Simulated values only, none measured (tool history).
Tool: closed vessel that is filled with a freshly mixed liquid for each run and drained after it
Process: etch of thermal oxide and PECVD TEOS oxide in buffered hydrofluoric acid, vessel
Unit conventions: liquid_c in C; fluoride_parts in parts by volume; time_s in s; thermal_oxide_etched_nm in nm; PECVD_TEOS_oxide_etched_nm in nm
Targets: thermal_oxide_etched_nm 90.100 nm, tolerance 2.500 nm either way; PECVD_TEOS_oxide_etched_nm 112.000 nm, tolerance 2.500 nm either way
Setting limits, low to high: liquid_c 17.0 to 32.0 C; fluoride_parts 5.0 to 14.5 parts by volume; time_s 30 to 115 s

run 1 hour=0.0 | liquid_c=25.0 fluoride_parts=9.0 time_s=60 | thermal_oxide_etched_nm=73.012 PECVD_TEOS_oxide_etched_nm=91.157
run 2 hour=4.6 | liquid_c=25.5 fluoride_parts=9.0 time_s=60 | thermal_oxide_etched_nm=75.661 PECVD_TEOS_oxide_etched_nm=93.313
run 3 hour=11.7 | liquid_c=25.5 fluoride_parts=11.0 time_s=60 | thermal_oxide_etched_nm=65.088 PECVD_TEOS_oxide_etched_nm=80.244
run 4 hour=16.4 | liquid_c=26.5 fluoride_parts=11.0 time_s=60 | thermal_oxide_etched_nm=67.359 PECVD_TEOS_oxide_etched_nm=83.581
run 5 hour=23.1 | liquid_c=27.5 fluoride_parts=11.0 time_s=60 | thermal_oxide_etched_nm=69.870 PECVD_TEOS_oxide_etched_nm=88.525
run 6 hour=30.5 | liquid_c=28.0 fluoride_parts=10.5 time_s=60 | thermal_oxide_etched_nm=77.563 PECVD_TEOS_oxide_etched_nm=96.181
run 7 hour=35.8 | liquid_c=28.5 fluoride_parts=10.5 time_s=60 | thermal_oxide_etched_nm=78.595 PECVD_TEOS_oxide_etched_nm=98.261
run 8 hour=42.1 | liquid_c=29.0 fluoride_parts=10.5 time_s=60 | thermal_oxide_etched_nm=79.161 PECVD_TEOS_oxide_etched_nm=101.080
run 9 hour=44.7 | liquid_c=29.5 fluoride_parts=10.0 time_s=60 | thermal_oxide_etched_nm=87.157 PECVD_TEOS_oxide_etched_nm=108.390

Which one of the following 4 next-run settings gets every result inside its allowed miss? There is exactly one.
run A hour=47.3 | liquid_c=27.0 fluoride_parts=7.5 time_s=55 | thermal_oxide_etched_nm=? PECVD_TEOS_oxide_etched_nm=?
run B hour=47.3 | liquid_c=27.0 fluoride_parts=12.0 time_s=90 | thermal_oxide_etched_nm=? PECVD_TEOS_oxide_etched_nm=?
run C hour=47.3 | liquid_c=30.0 fluoride_parts=6.0 time_s=40 | thermal_oxide_etched_nm=? PECVD_TEOS_oxide_etched_nm=?
run D hour=47.3 | liquid_c=31.0 fluoride_parts=12.5 time_s=75 | thermal_oxide_etched_nm=? PECVD_TEOS_oxide_etched_nm=?

move=A thermal_oxide_etched_nm=91.804 PECVD_TEOS_oxide_etched_nm=112.240
move=B thermal_oxide_etched_nm=96.632 PECVD_TEOS_oxide_etched_nm=118.140
move=C thermal_oxide_etched_nm=96.306 PECVD_TEOS_oxide_etched_nm=117.740
move=D thermal_oxide_etched_nm=95.591 PECVD_TEOS_oxide_etched_nm=116.870
A: all results in spec
B: the result that was furthest off in the last run now lies on the other side of its target
C: the result that was furthest off in the last run now lies on the other side of its target
D: the result that was furthest off in the last run now lies on the other side of its target
Correct choice: A, which meets every target

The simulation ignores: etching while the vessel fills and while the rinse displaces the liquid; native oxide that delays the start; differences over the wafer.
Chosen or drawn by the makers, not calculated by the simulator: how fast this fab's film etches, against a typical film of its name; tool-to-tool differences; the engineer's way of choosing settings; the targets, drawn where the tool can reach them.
